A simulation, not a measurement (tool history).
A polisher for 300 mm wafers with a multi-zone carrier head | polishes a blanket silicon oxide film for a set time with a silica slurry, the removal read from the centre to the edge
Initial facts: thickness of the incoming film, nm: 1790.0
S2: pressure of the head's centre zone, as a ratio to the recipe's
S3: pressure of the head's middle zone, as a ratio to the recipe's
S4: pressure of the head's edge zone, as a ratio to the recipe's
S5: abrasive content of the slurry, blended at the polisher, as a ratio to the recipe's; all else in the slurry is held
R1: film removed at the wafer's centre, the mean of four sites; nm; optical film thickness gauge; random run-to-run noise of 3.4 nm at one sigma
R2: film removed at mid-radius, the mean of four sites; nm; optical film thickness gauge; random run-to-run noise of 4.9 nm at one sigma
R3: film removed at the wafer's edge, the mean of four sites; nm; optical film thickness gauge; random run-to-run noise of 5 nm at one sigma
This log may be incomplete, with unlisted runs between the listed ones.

Run 1, hour 0.0: flow of slurry (ml/min) 215, S2 1.00, S3 1.00, S4 1.00, S5 1.00, polishing time (s) 81. Result: R1 320.95 nm, R2 319.39 nm, R3 306.31 nm.
Run 2, hour 2.1: flow of slurry (ml/min) 215, S2 1.00, S3 0.97, S4 1.00, S5 1.00, polishing time (s) 81. Result: R1 319.09 nm, R2 316.61 nm, R3 313.94 nm.
Run 3, hour 10.2: flow of slurry (ml/min) 215, S2 1.07, S3 0.97, S4 1.00, S5 1.00, polishing time (s) 81. Result: R1 340.61 nm, R2 307.42 nm, R3 304.88 nm.
Run 4, hour 13.0: flow of slurry (ml/min) 215, S2 1.07, S3 0.97, S4 1.00, S5 1.20, polishing time (s) 81. Result: R1 365.34 nm, R2 339.24 nm, R3 332.29 nm.
At hour 21.5: edge zone pressure recalibrated.
Run 5, hour 21.5: flow of slurry (ml/min) 215, S2 1.07, S3 0.97, S4 1.00, S5 1.05, polishing time (s) 81. Result: R1 345.15 nm, R2 318.42 nm, R3 329.43 nm.
Run 6, hour 28.7: flow of slurry (ml/min) 215, S2 1.07, S3 1.03, S4 1.00, S5 1.05, polishing time (s) 81. Result: R1 353.16 nm, R2 336.78 nm, R3 325.17 nm.
Run 7, hour 36.7: flow of slurry (ml/min) 220, S2 1.08, S3 1.05, S4 1.02, S5 1.10, polishing time (s) 81. Result: R1 358.63 nm, R2 342.79 nm, R3 336.60 nm.
Run 8, hour 43.5: flow of slurry (ml/min) 225, S2 1.09, S3 1.06, S4 1.03, S5 1.15, polishing time (s) 81. Result: R1 369.00 nm, R2 361.58 nm, R3 345.05 nm.
Run 9, hour 45.0: flow of slurry (ml/min) 230, S2 1.10, S3 1.06, S4 1.04, S5 1.20, polishing time (s) 81. Result: R1 381.12 nm, R2 368.42 nm, R3 351.83 nm.
Run 10, hour 45.6: flow of slurry (ml/min) 230, S2 1.11, S3 1.07, S4 1.06, S5 1.20, polishing time (s) 81. Result: R1 384.92 nm, R2 367.07 nm, R3 358.86 nm.
Run 11, hour 52.7: flow of slurry (ml/min) 235, S2 1.12, S3 1.08, S4 1.07, S5 1.20, polishing time (s) 81. Result: R1 391.69 nm, R2 369.73 nm, R3 355.37 nm.
Run 12, hour 58.3: flow of slurry (ml/min) 230, S2 1.12, S3 1.08, S4 1.08, S5 1.25, polishing time (s) 81. Result: R1 394.14 nm, R2 383.70 nm, R3 363.51 nm.
Run 13, hour 64.9: flow of slurry (ml/min) 235, S2 1.12, S3 1.07, S4 1.09, S5 1.25, polishing time (s) 81. Result: R1 389.56 nm, R2 378.03 nm, R3 372.04 nm.
Run 14, hour 70.5: flow of slurry (ml/min) 240, S2 1.13, S3 1.08, S4 1.10, S5 1.25, polishing time (s) 81. Result: R1 399.34 nm, R2 379.29 nm, R3 377.28 nm.

Expected results for the next run?
Run 15, hour 75.6: flow of slurry (ml/min) 245, S2 1.14, S3 1.09, S4 1.11, S5 1.25, polishing time (s) 81. Result: R1 ?, R2 ?, R3 ?.

{"run 15": {"R1": 408.99, "R2": 373.77, "R3": 371.16}}
